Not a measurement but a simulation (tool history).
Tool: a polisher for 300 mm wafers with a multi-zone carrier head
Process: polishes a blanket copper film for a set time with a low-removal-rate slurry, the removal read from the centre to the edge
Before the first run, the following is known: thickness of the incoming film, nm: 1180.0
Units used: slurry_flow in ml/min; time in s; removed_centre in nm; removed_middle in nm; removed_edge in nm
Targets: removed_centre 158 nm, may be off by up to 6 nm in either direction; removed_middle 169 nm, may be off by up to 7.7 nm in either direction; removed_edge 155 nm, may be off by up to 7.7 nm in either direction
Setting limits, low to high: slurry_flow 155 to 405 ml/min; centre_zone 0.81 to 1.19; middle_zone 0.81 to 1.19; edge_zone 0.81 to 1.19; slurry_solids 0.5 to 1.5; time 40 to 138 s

run 1 hour=0 | slurry_flow=260 centre_zone=1 middle_zone=1 edge_zone=1 slurry_solids=1 time=88 | removed_centre=215.56 removed_middle=222.57 removed_edge=214.71
run 2 hour=8.7 | slurry_flow=205 centre_zone=1 middle_zone=1 edge_zone=1 slurry_solids=1 time=88 | removed_centre=215.25 removed_middle=212.42 removed_edge=209.46
run 3 hour=13.5 | slurry_flow=255 centre_zone=1 middle_zone=1 edge_zone=1 slurry_solids=1 time=88 | removed_centre=220.65 removed_middle=220.37 removed_edge=217.67
run 4 hour=18.2 | slurry_flow=250 centre_zone=0.99 middle_zone=1 edge_zone=0.98 slurry_solids=0.95 time=87 | removed_centre=217.98 removed_middle=211.54 removed_edge=206.07
run 5 hour=23.7 | slurry_flow=190 centre_zone=0.99 middle_zone=1 edge_zone=0.98 slurry_solids=0.95 time=87 | removed_centre=204.01 removed_middle=207.37 removed_edge=199.49
run 6 hour=30.5 | slurry_flow=190 centre_zone=0.99 middle_zone=1 edge_zone=0.98 slurry_solids=0.8 time=87 | removed_centre=203.01 removed_middle=203.47 removed_edge=196.46
run 7 hour=35.3 | slurry_flow=190 centre_zone=0.98 middle_zone=1 edge_zone=0.97 slurry_solids=0.75 time=86 | removed_centre=197.45 removed_middle=204.18 removed_edge=195.65
run 8 hour=39.7 | slurry_flow=190 centre_zone=0.98 middle_zone=1 edge_zone=0.96 slurry_solids=0.75 time=84 | removed_centre=190 removed_middle=192.78 removed_edge=190.49
run 9 hour=47.1 | slurry_flow=185 centre_zone=0.98 middle_zone=1.01 edge_zone=0.95 slurry_solids=0.75 time=82 | removed_centre=184.39 removed_middle=192.03 removed_edge=178.39
run 10 hour=48.6 | slurry_flow=185 centre_zone=0.97 middle_zone=1.01 edge_zone=0.94 slurry_solids=0.75 time=81 | removed_centre=181 removed_middle=191 removed_edge=178.68
run 11 hour=52.5 | slurry_flow=185 centre_zone=0.97 middle_zone=1.01 edge_zone=0.94 slurry_solids=0.75 time=81 | removed_centre=179.67 removed_middle=192.38 removed_edge=180.49

Consider the 5 candidate settings below. Which is the only one whose results all fall within their allowed miss of target?
run A hour=56.4 | slurry_flow=260 centre_zone=0.96 middle_zone=1.05 edge_zone=0.95 slurry_solids=0.7 time=68 | removed_centre=? removed_middle=? removed_edge=?
run B hour=56.4 | slurry_flow=155 centre_zone=0.96 middle_zone=0.98 edge_zone=0.92 slurry_solids=0.75 time=93 | removed_centre=? removed_middle=? removed_edge=?
run C hour=56.4 | slurry_flow=175 centre_zone=0.93 middle_zone=0.91 edge_zone=1 slurry_solids=0.8 time=78 | removed_centre=? removed_middle=? removed_edge=?
run D hour=56.4 | slurry_flow=155 centre_zone=0.83 middle_zone=1.05 edge_zone=0.88 slurry_solids=0.95 time=75 | removed_centre=? removed_middle=? removed_edge=?
run E hour=56.4 | slurry_flow=220 centre_zone=0.93 middle_zone=0.81 edge_zone=1.14 slurry_solids=0.5 time=95 | removed_centre=? removed_middle=? removed_edge=?

move=A removed_centre=156.78 removed_middle=166.16 removed_edge=154.21
move=B removed_centre=203.6 removed_middle=204.95 removed_edge=201.54
move=C removed_centre=169.35 removed_middle=165.12 removed_edge=179.22
move=D removed_centre=146.81 removed_middle=180.81 removed_edge=164.06
move=E removed_centre=200.79 removed_middle=177.47 removed_edge=225.27
A: every result within its allowed miss
B: its largest miss is bigger than the last run's
C: gains on the last run, yet a result remains outside its allowed miss
D: takes the result that was furthest off past its target
E: its largest miss is bigger than the last run's
The right move is A.
